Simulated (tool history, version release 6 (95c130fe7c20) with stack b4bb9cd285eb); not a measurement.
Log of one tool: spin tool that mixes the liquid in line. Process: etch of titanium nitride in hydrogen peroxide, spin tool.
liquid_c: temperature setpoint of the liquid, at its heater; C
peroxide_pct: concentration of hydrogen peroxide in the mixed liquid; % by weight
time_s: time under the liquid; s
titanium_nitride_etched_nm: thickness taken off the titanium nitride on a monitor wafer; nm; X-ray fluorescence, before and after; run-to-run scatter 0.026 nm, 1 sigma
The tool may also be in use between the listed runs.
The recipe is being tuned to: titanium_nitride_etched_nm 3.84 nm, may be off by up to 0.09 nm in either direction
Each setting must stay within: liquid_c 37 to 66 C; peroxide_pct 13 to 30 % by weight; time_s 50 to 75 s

| run | hour | liquid_c | peroxide_pct | time_s | titanium_nitride_etched_nm |
|---|---|---|---|---|---|
| 1 | 0 | 53 | 25 | 75 | 5.7038 |
| 2 | 2.9 | 52 | 25 | 75 | 5.2921 |
| 3 | 5.3 | 51.5 | 25 | 75 | 5.1099 |
| 4 | 9.2 | 51 | 25 | 75 | 5.0149 |
| 5 | 14.9 | 50.5 | 25 | 75 | 4.7993 |
| 6 | 22.9 | 50.5 | 20.5 | 75 | 4.5745 |
| 7 | 28.1 | 50 | 20.5 | 75 | 4.4066 |
| 8 | 28.9 | 50 | 20.5 | 75 | 4.4255 |
| 9 | 30.3 | 47.5 | 20.5 | 75 | 3.7302 |

Exercise: of the 4 proposed moves below, exactly one satisfies all targets within the stated allowed misses. Which move is it?
| A | 31.7 | 48.5 | 23 | 75 | ? |
| B | 31.7 | 48.5 | 22.5 | 75 | ? |
| C | 31.7 | 48 | 21 | 75 | ? |
| D | 31.7 | 49 | 21 | 75 | ? |

| move | titanium_nitride_etched_nm |
|---|---|
| A | 4.0734 |
| B | 4.054 |
| C | 3.851 |
| D | 4.1422 |
A: moves the result that the last run missed by most past its target, out the other side
B: moves the result that the last run missed by most past its target, out the other side
C: meets every target
D: moves the result that the last run missed by most past its target, out the other side
Move C is the one to make.
